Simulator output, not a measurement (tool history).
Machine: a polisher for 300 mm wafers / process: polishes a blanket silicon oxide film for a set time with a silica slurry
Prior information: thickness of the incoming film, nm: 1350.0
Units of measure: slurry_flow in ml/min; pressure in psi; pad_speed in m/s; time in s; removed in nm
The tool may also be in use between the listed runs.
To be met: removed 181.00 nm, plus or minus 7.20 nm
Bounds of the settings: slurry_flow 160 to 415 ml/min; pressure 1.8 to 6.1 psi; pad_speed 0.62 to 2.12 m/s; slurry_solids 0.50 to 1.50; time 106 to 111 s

{"run": 1, "hour": 0.0, "slurry_flow": 265, "pressure": 3.9, "pad_speed": 1.36, "slurry_solids": 1.0, "time": 106, "removed": 316.55}
{"run": 2, "hour": 3.8, "slurry_flow": 265, "pressure": 3.9, "pad_speed": 1.64, "slurry_solids": 1.0, "time": 106, "removed": 362.01}
{"run": 3, "hour": 10.5, "slurry_flow": 265, "pressure": 3.4, "pad_speed": 1.64, "slurry_solids": 1.0, "time": 106, "removed": 323.06}
{"run": 4, "hour": 16.7, "slurry_flow": 265, "pressure": 3.0, "pad_speed": 1.54, "slurry_solids": 1.0, "time": 106, "removed": 280.32}
{"run": 5, "hour": 24.3, "slurry_flow": 315, "pressure": 3.0, "pad_speed": 1.54, "slurry_solids": 1.0, "time": 106, "removed": 288.83}
{"run": 6, "hour": 33.0, "slurry_flow": 310, "pressure": 2.7, "pad_speed": 1.46, "slurry_solids": 1.0, "time": 106, "removed": 253.83}
{"run": 7, "hour": 39.9, "slurry_flow": 305, "pressure": 2.4, "pad_speed": 1.4, "slurry_solids": 1.0, "time": 106, "removed": 228.87}
{"run": 8, "hour": 43.8, "slurry_flow": 300, "pressure": 2.2, "pad_speed": 1.36, "slurry_solids": 1.0, "time": 106, "removed": 206.81}
{"run": 9, "hour": 46.2, "slurry_flow": 290, "pressure": 2.1, "pad_speed": 1.36, "slurry_solids": 1.0, "time": 106, "removed": 200.77}
{"run": 10, "hour": 53.3, "slurry_flow": 290, "pressure": 2.1, "pad_speed": 1.36, "slurry_solids": 1.0, "time": 106, "removed": 199.64}
{"run": 11, "hour": 58.2, "slurry_flow": 280, "pressure": 2.0, "pad_speed": 1.36, "slurry_solids": 1.0, "time": 106, "removed": 192.94}
{"run": 12, "hour": 64.2, "slurry_flow": 270, "pressure": 2.0, "pad_speed": 1.36, "slurry_solids": 1.0, "time": 106, "removed": 191.55}
{"run": 13, "hour": 68.5, "slurry_flow": 265, "pressure": 2.0, "pad_speed": 1.36, "slurry_solids": 1.0, "time": 106, "removed": 194.37}

4 candidate next runs follow, results not yet known. Just one meets every target within its allowed miss. Identify it.
{"run": "A", "hour": 72.8, "slurry_flow": 265, "pressure": 2.8, "pad_speed": 1.14, "slurry_solids": 0.9, "time": 106, "removed": "?"}
{"run": "B", "hour": 72.8, "slurry_flow": 290, "pressure": 2.4, "pad_speed": 1.18, "slurry_solids": 1.15, "time": 111, "removed": "?"}
{"run": "C", "hour": 72.8, "slurry_flow": 250, "pressure": 2.1, "pad_speed": 1.5, "slurry_solids": 0.65, "time": 111, "removed": "?"}
{"run": "D", "hour": 72.8, "slurry_flow": 280, "pressure": 1.9, "pad_speed": 1.24, "slurry_solids": 1.0, "time": 109, "removed": "?"}

move=A removed=204.67
move=B removed=214.25
move=C removed=197.61
move=D removed=179.13
A: lands further from the targets than the last run did
B: lands further from the targets than the last run did
C: lands further from the targets than the last run did
D: meets every target
Move D is the one to make.
